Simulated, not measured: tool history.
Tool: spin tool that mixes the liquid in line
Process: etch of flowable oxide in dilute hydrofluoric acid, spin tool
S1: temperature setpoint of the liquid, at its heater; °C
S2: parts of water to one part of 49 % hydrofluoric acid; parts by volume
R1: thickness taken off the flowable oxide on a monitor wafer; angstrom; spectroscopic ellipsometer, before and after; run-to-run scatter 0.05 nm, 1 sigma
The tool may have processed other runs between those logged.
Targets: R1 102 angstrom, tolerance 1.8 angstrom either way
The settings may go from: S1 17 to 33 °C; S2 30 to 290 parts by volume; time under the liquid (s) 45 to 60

Run 1, hour 0: S1 25 °C, S2 160 parts by volume, time under the liquid (s) 60. Result: R1 120.49 angstrom.
Run 2, hour 6.2: S1 26.5 °C, S2 160 parts by volume, time under the liquid (s) 60. Result: R1 129.09 angstrom.
Run 3, hour 7: S1 24.5 °C, S2 160 parts by volume, time under the liquid (s) 60. Result: R1 118.96 angstrom.
Run 4, hour 12.7: S1 24.5 °C, S2 160 parts by volume, time under the liquid (s) 60. Result: R1 119.12 angstrom.
Run 5, hour 14.4: S1 23 °C, S2 160 parts by volume, time under the liquid (s) 60. Result: R1 112.09 angstrom.
Run 6, hour 16.6: S1 22 °C, S2 160 parts by volume, time under the liquid (s) 60. Result: R1 107.38 angstrom.
Run 7, hour 25: S1 21.5 °C, S2 160 parts by volume, time under the liquid (s) 60. Result: R1 106.11 angstrom.
Run 8, hour 31.2: S1 20 °C, S2 160 parts by volume, time under the liquid (s) 60. Result: R1 98.94 angstrom.

Next run, 4 choices. One meets every target within its allowed miss, the rest don't. Which?
Run A, hour 37.4: S1 19 °C, S2 145 parts by volume, time under the liquid (s) 60. Result: R1 ?.
Run B, hour 37.4: S1 18.5 °C, S2 145 parts by volume, time under the liquid (s) 60. Result: R1 ?.
Run C, hour 37.4: S1 17.5 °C, S2 155 parts by volume, time under the liquid (s) 60. Result: R1 ?.
Run D, hour 37.4: S1 19.5 °C, S2 155 parts by volume, time under the liquid (s) 60. Result: R1 ?.

move      R1
   A  107.11
   B  104.97
   C  93.356
   D  101.19
A: takes the biggest miss from the last run beyond its target
B: takes the biggest miss from the last run beyond its target
C: further off than the last run
D: each result inside its tolerance
So the answer is move D, the one that meets all the targets.
